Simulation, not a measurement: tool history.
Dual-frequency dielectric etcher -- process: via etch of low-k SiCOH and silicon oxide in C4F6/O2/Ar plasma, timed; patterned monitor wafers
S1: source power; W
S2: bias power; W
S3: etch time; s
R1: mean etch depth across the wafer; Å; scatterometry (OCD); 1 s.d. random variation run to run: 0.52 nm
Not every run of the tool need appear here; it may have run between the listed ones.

| run | day | S1 | S2 | S3 | R1 |
|---|---|---|---|---|---|
| 1 | 0.000 | 250 | 150 | 54.5 | 1202.6 |
| 2 | 0.238 | 270 | 157 | 54.5 | 1266.7 |
| 3 | 0.504 | 280 | 161 | 54.5 | 1299.9 |
| 4 | 0.683 | 290 | 164 | 54.5 | 1338.6 |
| 5 | 0.762 | 250 | 164 | 54.5 | 1234.6 |
| 6 | 0.929 | 250 | 138 | 54.5 | 1165.9 |
| 7 | 0.958 | 300 | 168 | 54.5 | 1363.8 |

Forecast run 8:
| 8 | 1.050 | 300 | 168 | 54.5 | ? |

Run 8 measured R1 1366.6 Å.
